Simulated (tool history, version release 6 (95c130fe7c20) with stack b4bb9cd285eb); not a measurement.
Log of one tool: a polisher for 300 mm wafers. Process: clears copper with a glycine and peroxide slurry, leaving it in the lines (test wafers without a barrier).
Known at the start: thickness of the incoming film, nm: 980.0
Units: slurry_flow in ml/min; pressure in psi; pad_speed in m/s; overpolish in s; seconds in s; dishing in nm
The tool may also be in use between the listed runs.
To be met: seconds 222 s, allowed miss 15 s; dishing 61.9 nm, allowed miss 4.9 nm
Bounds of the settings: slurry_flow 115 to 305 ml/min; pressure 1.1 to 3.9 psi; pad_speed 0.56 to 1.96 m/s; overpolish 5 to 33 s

run  hour  slurry_flow  pressure  pad_speed  overpolish  seconds  dishing
  1     0          195       2.5       1.26          17   159.11   57.321
  2   6.9          195       2.5       1.54          17   130.58   61.378
  3  11.6          195       2.5       1.64          17   127.75   62.507
  4  15.7          195       2.3        1.6          19    139.7   59.188
  5    19          195       2.3        1.6          25   137.25   69.062
  6  23.5          195       2.7        1.6          25   124.66   74.802
  7  30.5          195       2.5       1.54          26   134.12   71.121
  8  33.8          195       2.4       1.44          27   146.13   71.168
  9  39.7          195       2.2        1.4          28   161.55   68.635
 10  43.9          195       2.1       1.38          29   168.18   71.151
 11  47.1          195         2       1.36          29   175.23    66.62
 12  50.5          195       1.9       1.34          30   190.43   66.125
 13  54.1          195       1.8       1.34          30   189.01   62.751
 14  62.9          195       1.8       1.32          31   200.13   67.696

4 next moves are on the table. One of them brings every result within its allowed miss. Which?
  A  71.7          190       1.7       1.22          32        ?        ?
  B  71.7          130       1.8        1.3          22        ?        ?
  C  71.7          175       1.7       1.42          30        ?        ?
  D  71.7          210       2.1        1.2          18        ?        ?

move  seconds  dishing
   A   218.67   60.868
   B   214.04   51.112
   C   196.55   61.183
   D   184.62   50.442
A: meets every target
B: brings the result that was furthest off to its target, and leaves another outside
C: further off than the last run
D: further off than the last run
The right move is A.
